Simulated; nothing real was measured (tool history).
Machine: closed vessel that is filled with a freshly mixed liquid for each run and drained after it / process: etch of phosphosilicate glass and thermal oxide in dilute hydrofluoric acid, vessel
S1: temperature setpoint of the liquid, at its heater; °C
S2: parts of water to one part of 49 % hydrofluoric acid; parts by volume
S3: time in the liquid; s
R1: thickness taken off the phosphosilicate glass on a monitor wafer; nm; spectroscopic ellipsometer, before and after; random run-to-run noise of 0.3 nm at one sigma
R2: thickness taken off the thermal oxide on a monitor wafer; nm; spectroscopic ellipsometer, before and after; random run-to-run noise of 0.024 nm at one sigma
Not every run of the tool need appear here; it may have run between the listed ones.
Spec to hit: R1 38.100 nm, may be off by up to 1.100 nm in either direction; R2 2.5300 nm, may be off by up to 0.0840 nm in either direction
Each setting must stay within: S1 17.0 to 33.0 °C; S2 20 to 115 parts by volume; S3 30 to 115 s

run	day	S1	S2	S3	R1	R2
1	0.000	25.0	65	60	67.245	4.4894
2	0.212	25.0	45	60	99.208	6.6208
3	0.596	24.0	50	60	86.089	5.6878
4	0.804	24.0	50	70	100.280	6.6039
5	0.912	24.0	70	70	70.192	4.5985
6	0.954	24.0	70	60	59.004	3.8813
7	1.133	23.5	70	60	58.111	3.8182
8	1.317	23.0	70	60	57.796	3.8363
9	1.567	22.5	70	60	56.980	3.7126
10	1.846	21.5	80	60	46.478	3.1129

Which of these 4 next moves meets every target?
A	2.125	20.0	55	35	?	?
B	2.125	17.5	65	70	?	?
C	2.125	33.0	80	30	?	?
D	2.125	22.5	90	50	?	?

move	R1	R2
A	38.528	2.5095
B	57.942	3.7740
C	36.778	2.3955
D	35.768	2.3297
A: every result within its allowed miss
B: moves away from the targets compared with the last run
C: carries the result that was furthest off beyond its target, to the other side
D: carries the result that was furthest off beyond its target, to the other side
Answer: A
